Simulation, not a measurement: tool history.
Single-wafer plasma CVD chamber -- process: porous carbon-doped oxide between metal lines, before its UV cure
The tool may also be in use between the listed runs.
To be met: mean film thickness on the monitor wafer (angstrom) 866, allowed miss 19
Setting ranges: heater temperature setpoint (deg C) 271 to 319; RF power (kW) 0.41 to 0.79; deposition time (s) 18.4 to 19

run  hour  heater temperature setpoint (deg C)  RF power (kW)  deposition time (s)  mean film thickness on the monitor wafer (angstrom)
  1     0                                  295            0.6                 18.4                                               1105.1
  2   5.8                                  299          0.575                 18.4                                               1040.1
  3     9                                  299          0.575                   19                                               1070.3
  4  10.2                                  299          0.575                   19                                               1066.4
  5  16.2                                  293          0.575                   19                                               1106.4
  6  21.1                                  293          0.655                   19                                               1248.9
  7  21.8                                  297           0.62                 18.9                                                 1162
  8  26.5                                  300           0.59                 18.9                                               1086.2
  9  28.4                                  303           0.57                 18.9                                               1029.7
 10  32.3                                  306          0.555                 18.9                                               994.65

Which of these 5 next moves meets every target?
  A  36.2                                  308          0.505                 18.4                                                    ?
  B  36.2                                  300          0.505                   19                                                    ?
  C  36.2                                  312           0.47                   19                                                    ?
  D  36.2                                  317           0.49                 18.4                                                    ?
  E  36.2                                  298           0.68                   19                                                    ?

move  mean film thickness on the monitor wafer (angstrom)
   A                                               864.15
   B                                                931.6
   C                                               799.27
   D                                               795.73
   E                                               1253.9
A: each result inside its tolerance
B: closes in on the targets versus the last run, not all within tolerance yet
C: moves the result that the last run missed by most past its target, out the other side
D: moves the result that the last run missed by most past its target, out the other side
E: its largest miss is bigger than the last run's
The right move is A.

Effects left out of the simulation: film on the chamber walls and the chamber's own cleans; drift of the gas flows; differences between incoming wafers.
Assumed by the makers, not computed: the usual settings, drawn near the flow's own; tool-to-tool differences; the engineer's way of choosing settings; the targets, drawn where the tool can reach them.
